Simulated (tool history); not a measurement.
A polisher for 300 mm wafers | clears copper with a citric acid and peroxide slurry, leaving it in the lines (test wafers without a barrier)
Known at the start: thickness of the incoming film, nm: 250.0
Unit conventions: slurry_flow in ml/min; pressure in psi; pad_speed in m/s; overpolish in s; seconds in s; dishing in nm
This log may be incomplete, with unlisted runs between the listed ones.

run 1 day=0.000 | slurry_flow=180 pressure=2.5 pad_speed=1.30 slurry_solids=1.0 overpolish=24 | seconds=101.040 dishing=29.783
run 2 day=0.050 | slurry_flow=220 pressure=2.5 pad_speed=1.30 slurry_solids=1.0 overpolish=24 | seconds=100.660 dishing=30.756
run 3 day=0.358 | slurry_flow=220 pressure=2.7 pad_speed=1.30 slurry_solids=1.0 overpolish=25 | seconds=92.782 dishing=33.146
run 4 day=0.417 | slurry_flow=220 pressure=2.9 pad_speed=1.30 slurry_solids=1.0 overpolish=25 | seconds=89.449 dishing=34.651
run 5 day=0.458 | slurry_flow=220 pressure=2.9 pad_speed=1.42 slurry_solids=1.0 overpolish=25 | seconds=81.136 dishing=36.063
run 6 day=0.721 | slurry_flow=220 pressure=3.0 pad_speed=1.42 slurry_solids=1.0 overpolish=25 | seconds=78.848 dishing=36.374

Forecast run 7:
run 7 day=1.062 | slurry_flow=220 pressure=3.1 pad_speed=1.42 slurry_solids=1.0 overpolish=26 | seconds=? dishing=?

seconds: 78.921 s
dishing: 37.780 nm
